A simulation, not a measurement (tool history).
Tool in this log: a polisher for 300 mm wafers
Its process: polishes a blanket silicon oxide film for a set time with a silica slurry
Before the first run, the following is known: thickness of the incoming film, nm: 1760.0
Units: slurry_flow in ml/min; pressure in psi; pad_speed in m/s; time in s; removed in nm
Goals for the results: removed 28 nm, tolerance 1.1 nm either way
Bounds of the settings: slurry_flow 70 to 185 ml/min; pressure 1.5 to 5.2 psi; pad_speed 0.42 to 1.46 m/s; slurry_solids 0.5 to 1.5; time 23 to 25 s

run	hour	slurry_flow	pressure	pad_speed	slurry_solids	time	removed
1	0	120	3.3	0.94	1	25	53.979
2	8.1	120	3.1	0.92	1	25	49.771
3	8.7	120	2.6	0.92	1	25	43.111
4	12.2	120	2.6	0.92	1.2	25	45.076
5	17.2	90	2.6	0.92	1.2	25	43.233
6	20.6	105	2.6	0.92	1.2	25	45.256
7	25.4	105	2.5	0.9	1.2	25	42.445
8	34.3	105	2.4	0.88	1.2	25	40.801
# hour 37: head pressure recalibrated
9	37	105	2.3	0.86	1.2	25	41.479
10	41	100	2.2	0.82	1.15	25	37.486
11	46.7	100	2.1	0.8	1.15	25	35.024
12	54.6	100	2	0.8	1.15	25	33.573
13	56.5	100	1.9	0.8	1.15	25	31.943

Next run, 5 choices. One meets every target within its allowed miss, the rest don't. Which?
A	58.4	110	2.9	0.64	0.85	25	?
B	58.4	105	2.1	0.88	1.05	23	?
C	58.4	110	1.6	0.78	1.2	25	?
D	58.4	75	1.8	1	1.1	23	?
E	58.4	105	2.3	0.76	1.4	23	?

move	removed
A	36.937
B	34.829
C	28.862
D	30.734
E	36.742
A: moves away from the targets compared with the last run
B: moves away from the targets compared with the last run
C: all results land within tolerance of their targets
D: moves toward the targets from the last run without getting all of them in spec
E: moves away from the targets compared with the last run
Move C is the one to make.
